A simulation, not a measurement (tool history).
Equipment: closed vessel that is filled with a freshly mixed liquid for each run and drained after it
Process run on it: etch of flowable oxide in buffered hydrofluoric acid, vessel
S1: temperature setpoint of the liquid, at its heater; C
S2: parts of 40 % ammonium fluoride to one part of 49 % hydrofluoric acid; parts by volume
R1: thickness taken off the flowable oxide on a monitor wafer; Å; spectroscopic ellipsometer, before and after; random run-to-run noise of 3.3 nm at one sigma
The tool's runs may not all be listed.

Run 1, hour 0.0: S1 24.0 C, S2 13.5 parts by volume, time in the liquid (s) 90. Result: R1 3009.5 Å.
Run 2, hour 1.9: S1 24.0 C, S2 13.5 parts by volume, time in the liquid (s) 95. Result: R1 3166.9 Å.
Run 3, hour 5.3: S1 24.5 C, S2 13.5 parts by volume, time in the liquid (s) 95. Result: R1 3208.2 Å.
Run 4, hour 7.8: S1 28.0 C, S2 13.5 parts by volume, time in the liquid (s) 95. Result: R1 3925.1 Å.
Run 5, hour 11.4: S1 31.0 C, S2 13.5 parts by volume, time in the liquid (s) 95. Result: R1 4583.0 Å.
Run 6, hour 14.7: S1 31.0 C, S2 13.5 parts by volume, time in the liquid (s) 95. Result: R1 4522.4 Å.
Run 7, hour 16.8: S1 30.0 C, S2 13.5 parts by volume, time in the liquid (s) 95. Result: R1 4383.8 Å.

Run 8 has not been measured yet. What should we expect?
Run 8, hour 18.1: S1 29.0 C, S2 13.5 parts by volume, time in the liquid (s) 95. Result: R1 ?.

{"run 8": {"R1": 4143.8}}

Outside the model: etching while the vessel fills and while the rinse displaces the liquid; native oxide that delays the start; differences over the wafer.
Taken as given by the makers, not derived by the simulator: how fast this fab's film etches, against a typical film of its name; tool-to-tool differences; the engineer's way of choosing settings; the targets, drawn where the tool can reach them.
